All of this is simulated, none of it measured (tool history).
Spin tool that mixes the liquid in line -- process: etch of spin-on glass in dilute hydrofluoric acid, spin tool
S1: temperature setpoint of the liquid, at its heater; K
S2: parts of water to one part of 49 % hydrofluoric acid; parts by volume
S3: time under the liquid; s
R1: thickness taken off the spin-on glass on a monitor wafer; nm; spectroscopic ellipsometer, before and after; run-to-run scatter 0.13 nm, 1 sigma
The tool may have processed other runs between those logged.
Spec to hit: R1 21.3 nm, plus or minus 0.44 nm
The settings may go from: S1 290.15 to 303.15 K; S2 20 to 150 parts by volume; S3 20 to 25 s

run,hour,S1,S2,S3,R1
1,0,295.15,85,25,9.1556
2,0.7,296.65,75,25,11.191
3,7,296.65,105,25,7.668
4,12.3,296.65,85,25,9.7719
5,13.5,298.15,75,25,11.757
6,16.5,298.15,100,25,8.6268
7,19.4,299.15,90,25,10.003
8,26.2,300.15,80,25,11.931
9,27.1,300.65,70,25,14.02
10,34.4,301.15,65,25,15.746

Exercise: of the 4 proposed moves below, exactly one satisfies all targets within the stated allowed misses. Which move is it?
A,41.7,302.65,75,20,?
B,41.7,300.15,45,20,?
C,41.7,299.15,45,25,?
D,41.7,301.15,65,20,?

move,R1
A,11.264
B,17.767
C,21.327
D,12.438
A: its largest miss is bigger than the last run's
B: nearer the targets than the last run, but a result is still out of spec
C: each result inside its tolerance
D: its largest miss is bigger than the last run's
The move that meets every target is C.
